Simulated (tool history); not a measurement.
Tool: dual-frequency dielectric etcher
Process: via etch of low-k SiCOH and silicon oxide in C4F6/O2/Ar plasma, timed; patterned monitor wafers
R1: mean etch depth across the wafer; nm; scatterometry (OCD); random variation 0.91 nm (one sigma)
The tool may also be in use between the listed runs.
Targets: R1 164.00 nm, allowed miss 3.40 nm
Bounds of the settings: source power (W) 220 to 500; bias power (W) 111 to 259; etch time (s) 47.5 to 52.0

{"run": 1, "day": 0.0, "source power (W)": 360, "bias power (W)": 185, "etch time (s)": 52.0, "R1": 140.84}
{"run": 2, "day": 0.346, "source power (W)": 360, "bias power (W)": 208, "etch time (s)": 52.0, "R1": 146.16}
{"run": 3, "day": 0.675, "source power (W)": 410, "bias power (W)": 208, "etch time (s)": 52.0, "R1": 151.17}
{"run": 4, "day": 1.008, "source power (W)": 420, "bias power (W)": 211, "etch time (s)": 52.0, "R1": 151.71}
{"run": 5, "day": 1.254, "source power (W)": 460, "bias power (W)": 211, "etch time (s)": 52.0, "R1": 159.02}
{"run": 6, "day": 1.279, "source power (W)": 460, "bias power (W)": 211, "etch time (s)": 47.5, "R1": 144.86}
{"run": 7, "day": 1.642, "source power (W)": 460, "bias power (W)": 216, "etch time (s)": 48.0, "R1": 146.47}
{"run": 8, "day": 1.788, "source power (W)": 470, "bias power (W)": 220, "etch time (s)": 48.5, "R1": 150.49}
{"run": 9, "day": 2.096, "source power (W)": 470, "bias power (W)": 223, "etch time (s)": 49.0, "R1": 150.81}

4 next moves are on the table. One of them brings every result within its allowed miss. Which?
{"run": "A", "day": 2.404, "source power (W)": 460, "bias power (W)": 211, "etch time (s)": 50.5, "R1": "?"}
{"run": "B", "day": 2.404, "source power (W)": 460, "bias power (W)": 212, "etch time (s)": 48.5, "R1": "?"}
{"run": "C", "day": 2.404, "source power (W)": 480, "bias power (W)": 233, "etch time (s)": 52.0, "R1": "?"}
{"run": "D", "day": 2.404, "source power (W)": 410, "bias power (W)": 259, "etch time (s)": 50.5, "R1": "?"}

move=A R1=151.93
move=B R1=146.14
move=C R1=163.68
move=D R1=157.23
A: nearer than the last run, and not there yet
B: further off than the last run
C: meets every target
D: nearer than the last run, and not there yet
The right move is C.

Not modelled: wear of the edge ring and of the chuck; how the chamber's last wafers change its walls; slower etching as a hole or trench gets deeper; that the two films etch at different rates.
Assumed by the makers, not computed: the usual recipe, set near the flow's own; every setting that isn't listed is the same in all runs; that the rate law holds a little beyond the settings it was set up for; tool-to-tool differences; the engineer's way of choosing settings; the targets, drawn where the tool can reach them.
